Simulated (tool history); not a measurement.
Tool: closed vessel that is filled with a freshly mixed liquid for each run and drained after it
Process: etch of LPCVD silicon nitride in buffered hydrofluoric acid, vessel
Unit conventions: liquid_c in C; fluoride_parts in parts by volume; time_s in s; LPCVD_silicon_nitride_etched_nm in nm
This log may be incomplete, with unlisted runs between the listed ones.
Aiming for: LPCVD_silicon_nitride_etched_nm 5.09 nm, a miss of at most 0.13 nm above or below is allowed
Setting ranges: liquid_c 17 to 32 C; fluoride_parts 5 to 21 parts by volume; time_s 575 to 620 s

run,hour,liquid_c,fluoride_parts,time_s,LPCVD_silicon_nitride_etched_nm
1,0,25,13,575,7.0481
2,0.9,23.5,13,575,6.5606
3,8.9,26,13,575,7.5128
4,16.3,26,13,620,8.0586
5,17.4,26,15,620,7.035
6,20.9,28,15,620,7.7801
7,25.4,25.5,15,620,6.7537
8,31.8,21.5,15,620,5.4735
9,34.1,21,15,620,5.3168

4 candidate next runs follow, results not yet known. Just one meets every target within its allowed miss. Identify it.
A,36.4,19,13,605,?
B,36.4,20.5,15,605,?
C,36.4,18.5,12.5,620,?
D,36.4,22.5,15,590,?

move,LPCVD_silicon_nitride_etched_nm
A,5.3833
B,5.0885
C,5.5733
D,5.5451
A: its largest miss is bigger than the last run's
B: every result lands within tolerance
C: its largest miss is bigger than the last run's
D: its largest miss is bigger than the last run's
So the answer is move B, the one that meets all the targets.

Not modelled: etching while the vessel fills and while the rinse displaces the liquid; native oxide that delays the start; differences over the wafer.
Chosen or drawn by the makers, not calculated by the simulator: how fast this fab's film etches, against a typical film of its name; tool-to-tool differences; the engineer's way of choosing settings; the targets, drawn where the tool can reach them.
